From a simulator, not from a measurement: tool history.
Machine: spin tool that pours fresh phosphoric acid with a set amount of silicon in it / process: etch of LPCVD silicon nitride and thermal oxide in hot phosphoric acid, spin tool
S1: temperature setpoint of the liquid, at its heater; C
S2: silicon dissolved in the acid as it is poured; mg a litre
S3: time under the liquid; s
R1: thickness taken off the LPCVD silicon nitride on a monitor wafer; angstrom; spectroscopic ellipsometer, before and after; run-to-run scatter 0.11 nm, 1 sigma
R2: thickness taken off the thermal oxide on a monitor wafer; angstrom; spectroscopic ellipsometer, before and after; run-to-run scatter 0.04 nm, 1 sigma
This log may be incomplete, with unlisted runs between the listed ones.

run  hour     S1    S2   S3      R1      R2
  1   0.0  160.0  30.0  180  157.37  2.0693
  2   1.8  161.0  30.0  180  162.87  2.9969
  3   4.2  161.0  20.5  180  163.42  3.3269
  4   6.2  163.0  20.5  180  174.15  4.1614
  5   8.9  163.0  20.5  230  221.93  4.6209
  6  12.1  163.5  24.0  235  231.49  4.5412
  7  18.7  164.0  27.0  240  240.79  4.7495
  8  22.8  164.0  30.5  240  241.03  3.6793

Run 9 comes next. What will it give?
  9  26.5  164.0  31.5  240   ?   ?

R1: 242.04 angstrom
R2: 4.4789 angstrom
